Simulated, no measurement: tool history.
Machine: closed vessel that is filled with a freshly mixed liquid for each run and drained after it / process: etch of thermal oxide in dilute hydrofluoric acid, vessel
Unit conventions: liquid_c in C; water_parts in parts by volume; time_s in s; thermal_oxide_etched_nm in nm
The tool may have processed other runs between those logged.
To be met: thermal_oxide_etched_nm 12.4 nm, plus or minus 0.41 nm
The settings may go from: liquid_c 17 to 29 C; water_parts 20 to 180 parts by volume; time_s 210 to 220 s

run 1 hour=0 | liquid_c=21 water_parts=100 time_s=210 | thermal_oxide_etched_nm=8.8058
run 2 hour=3.1 | liquid_c=22 water_parts=100 time_s=210 | thermal_oxide_etched_nm=9.1587
run 3 hour=12 | liquid_c=22.5 water_parts=100 time_s=210 | thermal_oxide_etched_nm=9.2991
run 4 hour=16 | liquid_c=22.5 water_parts=100 time_s=220 | thermal_oxide_etched_nm=9.6602
run 5 hour=20.6 | liquid_c=20 water_parts=100 time_s=220 | thermal_oxide_etched_nm=8.7903
run 6 hour=26.9 | liquid_c=21 water_parts=100 time_s=220 | thermal_oxide_etched_nm=9.0639
run 7 hour=34.4 | liquid_c=21.5 water_parts=100 time_s=220 | thermal_oxide_etched_nm=9.2292
run 8 hour=35.8 | liquid_c=21.5 water_parts=100 time_s=220 | thermal_oxide_etched_nm=9.226
run 9 hour=45 | liquid_c=22.5 water_parts=100 time_s=220 | thermal_oxide_etched_nm=9.7389
run 10 hour=52.6 | liquid_c=23 water_parts=100 time_s=220 | thermal_oxide_etched_nm=9.8619
run 11 hour=55.2 | liquid_c=23.5 water_parts=100 time_s=220 | thermal_oxide_etched_nm=10.035
run 12 hour=59 | liquid_c=24 water_parts=100 time_s=220 | thermal_oxide_etched_nm=10.42
run 13 hour=64.3 | liquid_c=24.5 water_parts=100 time_s=220 | thermal_oxide_etched_nm=10.552
run 14 hour=71.8 | liquid_c=25 water_parts=100 time_s=220 | thermal_oxide_etched_nm=10.746
run 15 hour=74.4 | liquid_c=25.5 water_parts=100 time_s=220 | thermal_oxide_etched_nm=10.887
run 16 hour=77.5 | liquid_c=26 water_parts=100 time_s=220 | thermal_oxide_etched_nm=11.01
run 17 hour=82.2 | liquid_c=26.5 water_parts=100 time_s=220 | thermal_oxide_etched_nm=11.339
run 18 hour=84.8 | liquid_c=27.5 water_parts=100 time_s=220 | thermal_oxide_etched_nm=11.581

Next run, 4 choices. One meets every target within its allowed miss, the rest don't. Which?
run A hour=87.4 | liquid_c=28 water_parts=105 time_s=210 | thermal_oxide_etched_nm=?
run B hour=87.4 | liquid_c=27 water_parts=100 time_s=220 | thermal_oxide_etched_nm=?
run C hour=87.4 | liquid_c=25.5 water_parts=90 time_s=210 | thermal_oxide_etched_nm=?
run D hour=87.4 | liquid_c=27 water_parts=95 time_s=220 | thermal_oxide_etched_nm=?

move=A thermal_oxide_etched_nm=10.914
move=B thermal_oxide_etched_nm=11.631
move=C thermal_oxide_etched_nm=11.788
move=D thermal_oxide_etched_nm=12.324
A: moves away from the targets compared with the last run
B: gains on the last run, yet a result remains outside its allowed miss
C: gains on the last run, yet a result remains outside its allowed miss
D: each result inside its tolerance
D is the move that brings every result within its allowed miss.
